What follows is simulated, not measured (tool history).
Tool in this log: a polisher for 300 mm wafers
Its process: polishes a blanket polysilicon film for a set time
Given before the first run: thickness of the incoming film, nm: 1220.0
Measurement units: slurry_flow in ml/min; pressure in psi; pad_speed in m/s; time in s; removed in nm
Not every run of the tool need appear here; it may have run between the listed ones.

run 1 hour=0.0 | slurry_flow=155 pressure=2.4 pad_speed=1.06 time=38 | removed=337.58
run 2 hour=0.7 | slurry_flow=155 pressure=2.6 pad_speed=1.06 time=38 | removed=378.76
run 3 hour=5.7 | slurry_flow=155 pressure=2.6 pad_speed=1.06 time=34 | removed=334.08
run 4 hour=10.3 | slurry_flow=155 pressure=2.8 pad_speed=1.06 time=34 | removed=355.21
run 5 hour=13.4 | slurry_flow=155 pressure=2.8 pad_speed=0.88 time=34 | removed=295.45
run 6 hour=20.2 | slurry_flow=155 pressure=2.8 pad_speed=0.88 time=34 | removed=297.45

Expected results for the next run?
run 7 hour=24.0 | slurry_flow=155 pressure=3.0 pad_speed=0.90 time=34 | removed=?

Logged for run 7: removed 329.84 nm.

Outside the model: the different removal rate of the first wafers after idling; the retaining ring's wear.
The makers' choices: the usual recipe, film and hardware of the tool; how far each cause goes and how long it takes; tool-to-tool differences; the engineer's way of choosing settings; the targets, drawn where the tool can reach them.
